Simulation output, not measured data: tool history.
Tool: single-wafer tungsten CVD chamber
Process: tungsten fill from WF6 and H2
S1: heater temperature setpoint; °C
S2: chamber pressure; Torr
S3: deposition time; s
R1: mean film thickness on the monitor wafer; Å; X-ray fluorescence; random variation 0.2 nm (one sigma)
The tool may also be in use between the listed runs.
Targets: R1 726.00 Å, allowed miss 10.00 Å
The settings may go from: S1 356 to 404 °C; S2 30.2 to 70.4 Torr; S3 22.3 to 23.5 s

run,hour,S1,S2,S3,R1
1,0.0,380,50.3,23.5,529.01
2,2.2,380,50.3,22.3,504.27
3,9.6,385,50.4,22.3,553.07
4,11.6,385,50.4,22.3,554.87
5,20.0,385,50.4,23.5,579.55
6,24.9,375,50.4,23.5,482.00
7,26.0,387,51.0,23.5,608.66
8,28.8,389,51.0,23.5,629.22
9,33.2,398,51.2,23.5,740.28

Which of these 4 next moves meets every target?
A,37.6,400,53.7,23.3,?
B,37.6,396,54.6,23.2,?
C,37.6,398,59.2,22.4,?
D,37.6,402,45.5,23.5,?

move,R1
A,772.88
B,724.18
C,751.15
D,745.33
A: further off than the last run
B: meets every target
C: further off than the last run
D: further off than the last run
The right move is B.

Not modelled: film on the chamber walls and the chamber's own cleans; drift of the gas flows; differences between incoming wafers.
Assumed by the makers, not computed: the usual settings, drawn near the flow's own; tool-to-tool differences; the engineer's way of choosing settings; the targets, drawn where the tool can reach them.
